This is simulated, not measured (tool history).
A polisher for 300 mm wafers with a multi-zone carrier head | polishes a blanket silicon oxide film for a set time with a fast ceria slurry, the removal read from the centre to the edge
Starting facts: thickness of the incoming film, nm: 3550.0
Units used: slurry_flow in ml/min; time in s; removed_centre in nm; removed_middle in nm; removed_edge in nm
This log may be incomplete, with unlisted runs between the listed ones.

Run 1, hour 0: slurry_flow 190 ml/min, centre_zone 1, middle_zone 1, edge_zone 1, time 34 s. Result: removed_centre 487.47 nm, removed_middle 475.99 nm, removed_edge 482.18 nm.
Run 2, hour 1.6: slurry_flow 175 ml/min, centre_zone 0.95, middle_zone 0.95, edge_zone 0.98, time 33 s. Result: removed_centre 448.78 nm, removed_middle 437.65 nm, removed_edge 457.07 nm.
Run 3, hour 4: slurry_flow 165 ml/min, centre_zone 0.91, middle_zone 0.91, edge_zone 0.98, time 32 s. Result: removed_centre 404.49 nm, removed_middle 404.15 nm, removed_edge 446.49 nm.
Run 4, hour 6.5: slurry_flow 165 ml/min, centre_zone 0.91, middle_zone 0.91, edge_zone 0.98, time 23 s. Result: removed_centre 296.97 nm, removed_middle 301.48 nm, removed_edge 320.51 nm.
Run 5, hour 7.7: slurry_flow 165 ml/min, centre_zone 0.91, middle_zone 0.91, edge_zone 0.98, time 20 s. Result: removed_centre 254.96 nm, removed_middle 255.22 nm, removed_edge 280.35 nm.
Run 6, hour 10.4: slurry_flow 175 ml/min, centre_zone 0.92, middle_zone 0.92, edge_zone 1.03, time 23 s. Result: removed_centre 302.89 nm, removed_middle 294.82 nm, removed_edge 328.86 nm.
Run 7, hour 14.8: slurry_flow 190 ml/min, centre_zone 0.91, middle_zone 0.94, edge_zone 1.08, time 24 s. Result: removed_centre 311.93 nm, removed_middle 318.19 nm, removed_edge 350.92 nm.
Run 8, hour 22.6: slurry_flow 190 ml/min, centre_zone 0.91, middle_zone 0.94, edge_zone 1.08, time 24 s. Result: removed_centre 315.87 nm, removed_middle 320.85 nm, removed_edge 360.1 nm.
Run 9, hour 30.2: slurry_flow 210 ml/min, centre_zone 0.92, middle_zone 0.95, edge_zone 1.12, time 24 s. Result: removed_centre 322.2 nm, removed_middle 321.47 nm, removed_edge 362.92 nm.
Run 10, hour 30.8: slurry_flow 210 ml/min, centre_zone 0.92, middle_zone 0.95, edge_zone 1.14, time 25 s. Result: removed_centre 336.74 nm, removed_middle 342.31 nm, removed_edge 387.74 nm.

For run 11, what comes out?
Run 11, hour 37.9: slurry_flow 220 ml/min, centre_zone 0.93, middle_zone 0.95, edge_zone 1.16, time 25 s. Result: removed_centre ?, removed_middle ?, removed_edge ?.

removed_centre: 339.27 nm
removed_middle: 350.09 nm
removed_edge: 390.93 nm
